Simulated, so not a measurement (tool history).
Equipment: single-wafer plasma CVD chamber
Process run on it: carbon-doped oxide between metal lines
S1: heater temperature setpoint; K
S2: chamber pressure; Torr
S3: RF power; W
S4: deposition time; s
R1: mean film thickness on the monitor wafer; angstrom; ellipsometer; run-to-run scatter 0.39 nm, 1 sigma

run  hour      S1    S2   S3    S4      R1
  1   0.0  643.15  5.07  415  22.7  957.81
  2   7.4  643.15  5.07  415  21.6  904.22
  3  11.2  643.15  5.07  455  21.6  965.09
  4  12.5  644.15  4.89  445  21.6  936.90
  5  20.1  637.15  4.89  445  21.6  961.47
     22.3  -- thermocouple changed; heater temperature recalibrated
  6  22.3  639.15  4.67  440  21.6  925.84
  7  25.0  640.15  4.51  440  21.6  927.60

Expected results for the next run?
  8  26.6  641.15  4.33  435  21.6   ?

{"run 8": {"R1": 915.29}}

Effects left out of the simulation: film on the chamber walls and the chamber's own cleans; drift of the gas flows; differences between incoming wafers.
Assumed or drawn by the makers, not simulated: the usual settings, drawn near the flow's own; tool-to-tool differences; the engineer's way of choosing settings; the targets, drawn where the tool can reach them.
